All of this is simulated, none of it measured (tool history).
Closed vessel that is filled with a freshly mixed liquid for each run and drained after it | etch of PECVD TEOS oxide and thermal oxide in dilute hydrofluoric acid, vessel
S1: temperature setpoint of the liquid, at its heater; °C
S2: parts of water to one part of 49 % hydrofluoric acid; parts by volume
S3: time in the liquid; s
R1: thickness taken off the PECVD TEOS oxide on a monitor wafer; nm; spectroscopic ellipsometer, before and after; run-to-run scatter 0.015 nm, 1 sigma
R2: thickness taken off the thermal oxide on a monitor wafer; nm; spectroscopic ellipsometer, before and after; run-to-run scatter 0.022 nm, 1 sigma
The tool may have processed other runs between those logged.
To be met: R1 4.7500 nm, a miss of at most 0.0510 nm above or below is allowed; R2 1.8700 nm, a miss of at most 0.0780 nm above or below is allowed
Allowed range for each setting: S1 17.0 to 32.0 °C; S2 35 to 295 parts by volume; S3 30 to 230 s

run,hour,S1,S2,S3,R1,R2
1,0.0,24.0,165,120,8.6130,3.4175
2,7.7,24.0,130,120,11.4030,4.5401
3,16.2,23.0,140,120,10.0260,3.8640
4,21.4,22.5,150,120,9.0891,3.5267
5,26.8,22.0,160,120,8.2799,3.2610
6,35.1,19.0,160,120,7.3001,2.9655
7,41.1,19.0,165,120,7.1170,2.7654
8,44.0,18.5,170,120,6.7137,2.6876
9,52.3,18.5,175,120,6.4448,2.5403
10,61.3,18.5,180,120,6.2600,2.4769
11,65.5,18.5,185,120,6.0632,2.3678
12,69.4,18.5,190,120,5.8852,2.3177
13,73.4,18.5,195,120,5.6952,2.2082
14,80.6,17.5,205,120,5.1938,2.0379
15,86.0,17.0,210,120,4.9383,1.9469

4 next moves are on the table. One of them brings every result within its allowed miss. Which?
A,91.4,18.5,250,135,?,?
B,91.4,21.5,245,125,?,?
C,91.4,17.0,195,115,?,?
D,91.4,21.0,260,125,?,?

move,R1,R2
A,4.7662,1.8498
B,5.0642,1.9654
C,5.1610,2.0030
D,4.6179,1.7922
A: in spec on every target
B: its largest miss is bigger than the last run's
C: its largest miss is bigger than the last run's
D: pushes the last run's worst result past its target
A is the move that brings every result within its allowed miss.

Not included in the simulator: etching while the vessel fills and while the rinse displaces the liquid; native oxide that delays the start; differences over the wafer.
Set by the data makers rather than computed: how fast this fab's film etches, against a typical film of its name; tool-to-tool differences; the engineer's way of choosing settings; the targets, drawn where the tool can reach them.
